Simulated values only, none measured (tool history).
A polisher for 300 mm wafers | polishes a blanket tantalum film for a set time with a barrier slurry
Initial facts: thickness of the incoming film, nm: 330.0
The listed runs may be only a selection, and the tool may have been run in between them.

run,hour,flow of slurry (ml/min),pressure of the wafer on the pad (kPa),speed of the pad under the wafer (m/s),abrasive content of the slurry,polishing time (s),film removed (angstrom)
1,0,185,12.4,1.28,1,33,595.41
2,4.5,185,10.3,1.28,1,33,516.36
3,10,185,10.3,1.06,1,33,445.33
4,11.1,185,12.4,1.06,1,33,498.61
5,15.4,190,13.1,1.06,1,33,520.01
6,16.1,170,13.1,1.06,1,33,509.77
7,23.1,180,13.8,1.06,1,33,537.03
8,29.2,185,14.5,1.06,1,33,555.56
9,33.5,190,15.2,1.06,1,33,564.37
10,40.4,190,15.9,1.08,1,33,612.81

What will run 11 give?
11,45.8,190,16.5,1.08,1,33,?

{"run 11": {"film removed (angstrom)": 633.73}}

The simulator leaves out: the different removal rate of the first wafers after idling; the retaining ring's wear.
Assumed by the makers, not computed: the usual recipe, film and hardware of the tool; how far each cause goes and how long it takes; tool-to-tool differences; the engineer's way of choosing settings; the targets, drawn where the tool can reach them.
